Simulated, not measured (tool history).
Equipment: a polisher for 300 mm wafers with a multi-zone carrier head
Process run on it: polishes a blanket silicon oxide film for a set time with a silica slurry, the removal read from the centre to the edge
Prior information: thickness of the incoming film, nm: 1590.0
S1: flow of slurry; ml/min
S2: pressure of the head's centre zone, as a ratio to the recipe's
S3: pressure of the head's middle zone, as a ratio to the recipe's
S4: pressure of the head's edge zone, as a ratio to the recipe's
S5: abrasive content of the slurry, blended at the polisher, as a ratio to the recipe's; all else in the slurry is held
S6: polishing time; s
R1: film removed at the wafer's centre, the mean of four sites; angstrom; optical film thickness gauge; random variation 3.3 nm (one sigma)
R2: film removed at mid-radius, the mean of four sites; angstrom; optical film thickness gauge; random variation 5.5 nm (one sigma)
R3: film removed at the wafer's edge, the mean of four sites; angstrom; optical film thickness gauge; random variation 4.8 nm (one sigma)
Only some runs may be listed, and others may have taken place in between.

| run | hour | S1 | S2 | S3 | S4 | S5 | S6 | R1 | R2 | R3 |
|---|---|---|---|---|---|---|---|---|---|---|
| 1 | 0.0 | 205 | 1.00 | 1.00 | 1.00 | 1.00 | 66 | 3545.5 | 3421.6 | 3381.5 |
| 2 | 0.7 | 205 | 1.00 | 0.96 | 1.00 | 1.00 | 66 | 3579.1 | 3337.0 | 3397.1 |
| 3 | 1.3 | 205 | 1.00 | 0.96 | 1.05 | 1.00 | 66 | 3522.6 | 3295.6 | 3484.9 |
| 4 | 2.0 | 205 | 1.00 | 1.03 | 1.05 | 1.00 | 66 | 3512.5 | 3528.1 | 3454.0 |
| 5 | 7.5 | 225 | 1.00 | 1.03 | 1.05 | 1.00 | 66 | 3557.0 | 3579.8 | 3557.9 |
| 6 | 11.5 | 225 | 1.00 | 0.99 | 1.05 | 1.00 | 66 | 3557.7 | 3410.6 | 3518.1 |
| 7 | 14.3 | 230 | 1.04 | 1.03 | 1.06 | 1.05 | 66 | 3756.5 | 3615.2 | 3525.2 |
|  | 20.7 | edge zone pressure recalibrated |
| 8 | 20.7 | 240 | 1.05 | 1.04 | 1.07 | 1.15 | 66 | 3932.3 | 3736.1 | 3633.5 |
| 9 | 24.4 | 245 | 1.06 | 1.06 | 1.09 | 1.25 | 67 | 4154.3 | 3992.3 | 3919.9 |

Forecast run 10:
| 10 | 33.2 | 250 | 1.08 | 1.08 | 1.09 | 1.30 | 67 | ? | ? | ? |

Run 10 produced R1 4240.1 angstrom, R2 4064.9 angstrom, R3 3894.1 angstrom.
